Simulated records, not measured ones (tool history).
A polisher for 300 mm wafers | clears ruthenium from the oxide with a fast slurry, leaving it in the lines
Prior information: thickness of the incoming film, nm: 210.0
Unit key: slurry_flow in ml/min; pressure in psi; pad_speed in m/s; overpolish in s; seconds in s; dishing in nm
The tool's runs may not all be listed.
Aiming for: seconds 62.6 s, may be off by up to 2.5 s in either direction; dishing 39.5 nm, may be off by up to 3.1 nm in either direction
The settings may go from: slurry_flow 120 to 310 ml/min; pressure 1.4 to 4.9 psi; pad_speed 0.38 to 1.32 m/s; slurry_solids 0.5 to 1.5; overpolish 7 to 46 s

| run | hour | slurry_flow | pressure | pad_speed | slurry_solids | overpolish | seconds | dishing |
|---|---|---|---|---|---|---|---|---|
| 1 | 0 | 200 | 3.1 | 0.84 | 1 | 24 | 42.236 | 63.327 |
| 2 | 4.5 | 200 | 3.1 | 0.84 | 1.1 | 24 | 40.266 | 60.325 |
| 3 | 9.3 | 200 | 3.1 | 0.84 | 1.1 | 20 | 39.788 | 55.854 |
| 4 | 10.5 | 200 | 2.7 | 0.84 | 1.1 | 19 | 45.331 | 51.938 |
| 5 | 11.5 | 200 | 2.4 | 0.84 | 1.1 | 18 | 51.554 | 45.006 |
| 6 | 19.4 | 200 | 2.4 | 0.84 | 1 | 18 | 52.94 | 45.167 |
| 7 | 24.8 | 200 | 2.3 | 0.84 | 1 | 18 | 54.88 | 42.299 |
| 8 | 27.9 | 200 | 2.2 | 0.84 | 1 | 18 | 57.003 | 40.827 |

Which single option among these 4 for the next run brings every result within its allowed miss of target? Just one does.
| A | 31 | 200 | 2.4 | 0.78 | 0.85 | 17 | ? | ? |
| B | 31 | 175 | 2.2 | 0.92 | 1 | 20 | ? | ? |
| C | 31 | 220 | 2.2 | 0.98 | 1.05 | 14 | ? | ? |
| D | 31 | 195 | 2.5 | 0.56 | 1.05 | 27 | ? | ? |

| move | seconds | dishing |
|---|---|---|
| A | 61.241 | 38.91 |
| B | 55.182 | 47.271 |
| C | 49.565 | 39.426 |
| D | 68.134 | 50.25 |
A: hits every target within its allowed miss
B: lands further from the targets than the last run did
C: lands further from the targets than the last run did
D: moves the result that the last run missed by most past its target, out the other side
A meets every target.
